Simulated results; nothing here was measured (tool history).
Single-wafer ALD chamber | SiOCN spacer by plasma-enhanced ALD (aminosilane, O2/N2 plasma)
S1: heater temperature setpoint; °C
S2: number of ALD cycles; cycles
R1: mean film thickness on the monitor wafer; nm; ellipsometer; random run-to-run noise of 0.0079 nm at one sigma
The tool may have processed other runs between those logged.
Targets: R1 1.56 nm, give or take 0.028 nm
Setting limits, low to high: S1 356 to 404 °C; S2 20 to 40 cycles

run    day   S1  S2      R1
  1      0  380  30  1.7839
  2  0.362  380  29   1.737
  3  0.554  375  29  1.7459
  4  0.629  375  28  1.6932
  5  0.825  375  27  1.6145
  6  1.054  375  23  1.3818
  7  1.338  375  23  1.3907
  8  1.433  375  24  1.4396
  9    1.8  375  25  1.5042

Exercise: of the 5 proposed moves below, exactly one satisfies all targets within the stated allowed misses. Which move is it?
  A  2.167  357  26   ?
  B  2.167  366  27   ?
  C  2.167  384  27   ?
  D  2.167  386  24   ?
  E  2.167  373  25   ?

move      R1
   A  1.5604
   B  1.6204
   C  1.6204
   D  1.4404
   E  1.5004
A: in spec on every target
B: takes the result that was furthest off past its target
C: takes the result that was furthest off past its target
D: its largest miss is bigger than the last run's
E: its largest miss is bigger than the last run's
So the answer is move A, the one that meets all the targets.
